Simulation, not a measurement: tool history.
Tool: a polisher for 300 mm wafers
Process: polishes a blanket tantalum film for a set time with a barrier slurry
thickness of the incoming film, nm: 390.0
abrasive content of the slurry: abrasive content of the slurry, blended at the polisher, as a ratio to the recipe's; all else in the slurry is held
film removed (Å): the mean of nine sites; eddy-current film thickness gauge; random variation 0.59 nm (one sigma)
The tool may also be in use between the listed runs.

| run | hour | flow of slurry (ml/min) | pressure of the wafer on the pad (kPa) | speed of the pad under the wafer (m/s) | abrasive content of the slurry | polishing time (s) | film removed (Å) |
|---|---|---|---|---|---|---|---|
| 1 | 0 | 140 | 15.9 | 1 | 1 | 23 | 386.49 |
| 2 | 6.9 | 125 | 15.9 | 1 | 1 | 23 | 384.02 |
| 3 | 12.7 | 125 | 17.2 | 1 | 1 | 23 | 417.48 |
| 4 | 16 | 125 | 17.2 | 1 | 1 | 23 | 418.36 |
| 5 | 24.1 | 105 | 17.2 | 1 | 1 | 23 | 407.84 |
| 6 | 32 | 105 | 17.2 | 1 | 1 | 20 | 349.28 |
| 7 | 33.5 | 135 | 21.4 | 1.02 | 1 | 20 | 463.89 |

Forecast run 8:
| 8 | 40.3 | 140 | 22.1 | 1.02 | 1 | 20 | ? |

film removed (Å): 485.2
